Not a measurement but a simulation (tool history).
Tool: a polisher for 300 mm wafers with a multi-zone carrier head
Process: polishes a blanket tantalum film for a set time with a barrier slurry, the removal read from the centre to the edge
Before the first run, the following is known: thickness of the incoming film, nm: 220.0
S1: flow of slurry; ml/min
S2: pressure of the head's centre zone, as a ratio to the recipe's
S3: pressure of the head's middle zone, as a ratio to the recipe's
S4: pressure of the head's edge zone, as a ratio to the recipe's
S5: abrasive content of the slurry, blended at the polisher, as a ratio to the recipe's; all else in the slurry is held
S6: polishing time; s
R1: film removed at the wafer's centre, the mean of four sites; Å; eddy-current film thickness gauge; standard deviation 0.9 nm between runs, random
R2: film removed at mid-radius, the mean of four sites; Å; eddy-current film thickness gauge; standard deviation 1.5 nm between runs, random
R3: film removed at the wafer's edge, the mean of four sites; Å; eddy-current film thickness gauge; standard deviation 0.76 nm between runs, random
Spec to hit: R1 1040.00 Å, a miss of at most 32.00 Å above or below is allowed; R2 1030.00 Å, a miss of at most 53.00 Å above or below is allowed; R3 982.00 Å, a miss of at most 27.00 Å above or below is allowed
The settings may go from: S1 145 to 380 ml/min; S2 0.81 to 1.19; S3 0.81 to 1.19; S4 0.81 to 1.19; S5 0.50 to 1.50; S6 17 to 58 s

run 1 hour=0.0 | S1=245 S2=1.00 S3=1.00 S4=1.00 S5=1.00 S6=37 | R1=711.78 R2=705.82 R3=715.59
run 2 hour=5.0 | S1=255 S2=1.03 S3=1.03 S4=1.03 S5=1.15 S6=38 | R1=782.97 R2=763.58 R3=773.75
run 3 hour=5.6 | S1=260 S2=1.05 S3=1.06 S4=1.05 S5=1.25 S6=39 | R1=824.21 R2=819.95 R3=808.05
run 4 hour=11.3 | S1=260 S2=1.05 S3=0.98 S4=1.05 S5=1.25 S6=39 | R1=834.79 R2=779.86 R3=805.87
run 5 hour=14.7 | S1=260 S2=1.05 S3=0.98 S4=1.01 S5=1.25 S6=39 | R1=819.21 R2=773.62 R3=802.21
run 6 hour=16.8 | S1=265 S2=1.06 S3=1.01 S4=1.02 S5=1.30 S6=40 | R1=859.88 R2=806.48 R3=830.38
run 7 hour=24.1 | S1=270 S2=1.07 S3=1.05 S4=1.05 S5=1.35 S6=41 | R1=888.23 R2=890.21 R3=856.89
run 8 hour=27.6 | S1=270 S2=1.07 S3=1.05 S4=1.05 S5=1.35 S6=41 | R1=905.55 R2=879.19 R3=867.24

Pick the move, out of 5, that brings all results within their allowed miss; only one does.
run A hour=31.1 | S1=295 S2=1.06 S3=1.19 S4=1.03 S5=1.35 S6=38 | R1=? R2=? R3=?
run B hour=31.1 | S1=200 S2=0.94 S3=0.81 S4=1.18 S5=1.40 S6=44 | R1=? R2=? R3=?
run C hour=31.1 | S1=285 S2=1.07 S3=1.19 S4=1.04 S5=1.30 S6=44 | R1=? R2=? R3=?
run D hour=31.1 | S1=260 S2=1.06 S3=1.06 S4=0.99 S5=1.35 S6=48 | R1=? R2=? R3=?
run E hour=31.1 | S1=380 S2=0.98 S3=1.06 S4=1.01 S5=1.50 S6=45 | R1=? R2=? R3=?

move=A R1=834.13 R2=911.50 R3=804.34
move=B R1=827.13 R2=730.35 R3=971.09
move=C R1=962.67 R2=1043.90 R3=926.44
move=D R1=1036.10 R2=1027.70 R3=987.58
move=E R1=965.98 R2=1020.30 R3=981.12
A: lands further from the targets than the last run did
B: corrects the largest miss of the last run, while another result sits out of spec
C: closer than the last run, but not yet in spec
D: all results in spec
E: corrects the largest miss of the last run, while another result sits out of spec
The move that meets every target is D.
